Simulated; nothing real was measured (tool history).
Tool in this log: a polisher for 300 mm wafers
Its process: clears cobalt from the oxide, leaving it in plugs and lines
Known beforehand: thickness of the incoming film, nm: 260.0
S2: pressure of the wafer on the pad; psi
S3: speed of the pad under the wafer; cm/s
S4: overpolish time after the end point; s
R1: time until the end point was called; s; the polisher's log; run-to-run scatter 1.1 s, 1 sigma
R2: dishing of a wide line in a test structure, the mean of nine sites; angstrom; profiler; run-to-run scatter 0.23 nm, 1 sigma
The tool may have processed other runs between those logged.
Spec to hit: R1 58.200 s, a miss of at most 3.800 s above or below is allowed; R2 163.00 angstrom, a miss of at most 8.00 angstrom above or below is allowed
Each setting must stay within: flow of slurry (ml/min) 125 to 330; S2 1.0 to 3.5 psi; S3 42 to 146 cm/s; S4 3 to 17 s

{"run": 1, "day": 0.0, "flow of slurry (ml/min)": 210, "S2": 2.2, "S3": 94, "S4": 9, "R1": 49.862, "R2": 255.51}
{"run": 2, "day": 0.075, "flow of slurry (ml/min)": 210, "S2": 2.7, "S3": 94, "S4": 9, "R1": 41.57, "R2": 270.88}
{"run": 3, "day": 0.229, "flow of slurry (ml/min)": 205, "S2": 2.7, "S3": 86, "S4": 7, "R1": 48.329, "R2": 226.49}
{"run": 4, "day": 0.562, "flow of slurry (ml/min)": 205, "S2": 2.7, "S3": 104, "S4": 7, "R1": 40.633, "R2": 253.9}
{"run": 5, "day": 0.858, "flow of slurry (ml/min)": 215, "S2": 2.8, "S3": 92, "S4": 6, "R1": 43.466, "R2": 220.96}
{"run": 6, "day": 1.225, "flow of slurry (ml/min)": 215, "S2": 2.5, "S3": 92, "S4": 6, "R1": 46.202, "R2": 209.01}
{"run": 7, "day": 1.446, "flow of slurry (ml/min)": 215, "S2": 2.3, "S3": 90, "S4": 6, "R1": 51.058, "R2": 202.33}
{"run": 8, "day": 1.788, "flow of slurry (ml/min)": 220, "S2": 2.2, "S3": 88, "S4": 6, "R1": 53.714, "R2": 198.1}
{"run": 9, "day": 2.021, "flow of slurry (ml/min)": 225, "S2": 2.2, "S3": 86, "S4": 5, "R1": 54.236, "R2": 172.36}

Exactly one of the 4 candidate moves below puts every result within its allowed miss. Which one?
{"run": "A", "day": 2.254, "flow of slurry (ml/min)": 195, "S2": 2.1, "S3": 84, "S4": 5, "R1": "?", "R2": "?"}
{"run": "B", "day": 2.254, "flow of slurry (ml/min)": 220, "S2": 2.3, "S3": 90, "S4": 5, "R1": "?", "R2": "?"}
{"run": "C", "day": 2.254, "flow of slurry (ml/min)": 195, "S2": 1.6, "S3": 88, "S4": 7, "R1": "?", "R2": "?"}
{"run": "D", "day": 2.254, "flow of slurry (ml/min)": 305, "S2": 2.0, "S3": 84, "S4": 6, "R1": "?", "R2": "?"}

move=A R1=57.297 R2=163.34
move=B R1=49.886 R2=179.56
move=C R1=63.706 R2=190.97
move=D R1=55.874 R2=188.06
A: all results in spec
B: moves away from the targets compared with the last run
C: moves away from the targets compared with the last run
D: moves away from the targets compared with the last run
The move that meets every target is A.

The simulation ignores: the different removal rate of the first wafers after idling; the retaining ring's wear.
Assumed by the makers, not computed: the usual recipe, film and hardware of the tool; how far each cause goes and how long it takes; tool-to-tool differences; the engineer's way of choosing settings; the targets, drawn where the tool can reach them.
